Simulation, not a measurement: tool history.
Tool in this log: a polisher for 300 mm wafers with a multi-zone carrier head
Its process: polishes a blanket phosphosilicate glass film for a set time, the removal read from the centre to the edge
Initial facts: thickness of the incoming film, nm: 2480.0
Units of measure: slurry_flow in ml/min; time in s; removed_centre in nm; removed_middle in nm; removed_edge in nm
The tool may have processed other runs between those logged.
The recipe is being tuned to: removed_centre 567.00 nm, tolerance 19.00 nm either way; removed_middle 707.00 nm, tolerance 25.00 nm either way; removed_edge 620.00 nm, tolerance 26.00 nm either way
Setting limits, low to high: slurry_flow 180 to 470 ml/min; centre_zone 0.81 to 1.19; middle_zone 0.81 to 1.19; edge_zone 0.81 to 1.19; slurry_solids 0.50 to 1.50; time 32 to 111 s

| run | day | slurry_flow | centre_zone | middle_zone | edge_zone | slurry_solids | time | removed_centre | removed_middle | removed_edge |
|---|---|---|---|---|---|---|---|---|---|---|
| 1 | 0.000 | 300 | 1.00 | 1.00 | 1.00 | 1.00 | 71 | 578.74 | 572.77 | 569.72 |
| 2 | 0.333 | 255 | 1.00 | 1.00 | 1.00 | 1.00 | 71 | 565.18 | 557.65 | 565.19 |
| 3 | 0.400 | 255 | 1.00 | 0.96 | 1.00 | 1.00 | 71 | 571.51 | 533.69 | 571.26 |
| 4 | 0.650 | 255 | 1.07 | 0.96 | 1.00 | 1.00 | 71 | 606.66 | 549.23 | 575.18 |
| 5 | 0.754 | 265 | 1.04 | 1.02 | 1.04 | 1.00 | 71 | 588.77 | 577.56 | 584.16 |
| 6 | 0.812 | 280 | 1.02 | 1.07 | 1.06 | 1.00 | 71 | 589.15 | 592.62 | 593.90 |
| 7 | 1.096 | 295 | 0.98 | 1.10 | 1.04 | 1.05 | 71 | 584.70 | 638.38 | 609.60 |
| 8 | 1.162 | 300 | 0.96 | 1.12 | 1.04 | 1.05 | 71 | 574.29 | 653.26 | 603.90 |
| 9 | 1.508 | 305 | 0.95 | 1.14 | 1.04 | 1.05 | 71 | 576.39 | 662.36 | 602.07 |
| 10 | 1.758 | 310 | 0.94 | 1.15 | 1.05 | 1.05 | 71 | 554.12 | 672.07 | 623.92 |
| 11 | 1.842 | 315 | 0.94 | 1.16 | 1.04 | 1.05 | 71 | 559.20 | 676.43 | 625.11 |

Pick the move, out of 4, that brings all results within their allowed miss; only one does.
| A | 1.925 | 255 | 1.07 | 1.19 | 0.93 | 1.25 | 62 | ? | ? | ? |
| B | 1.925 | 285 | 1.03 | 1.18 | 1.07 | 1.10 | 66 | ? | ? | ? |
| C | 1.925 | 400 | 0.93 | 1.07 | 1.05 | 0.95 | 76 | ? | ? | ? |
| D | 1.925 | 350 | 0.91 | 1.18 | 1.00 | 0.70 | 104 | ? | ? | ? |

| move | removed_centre | removed_middle | removed_edge |
|---|---|---|---|
| A | 604.90 | 653.02 | 549.94 |
| B | 583.90 | 649.57 | 588.16 |
| C | 566.72 | 641.53 | 622.51 |
| D | 567.66 | 714.72 | 622.99 |
A: misses by more than the last run did
B: misses by more than the last run did
C: misses by more than the last run did
D: hits every target within its allowed miss
Move D is the one to make.

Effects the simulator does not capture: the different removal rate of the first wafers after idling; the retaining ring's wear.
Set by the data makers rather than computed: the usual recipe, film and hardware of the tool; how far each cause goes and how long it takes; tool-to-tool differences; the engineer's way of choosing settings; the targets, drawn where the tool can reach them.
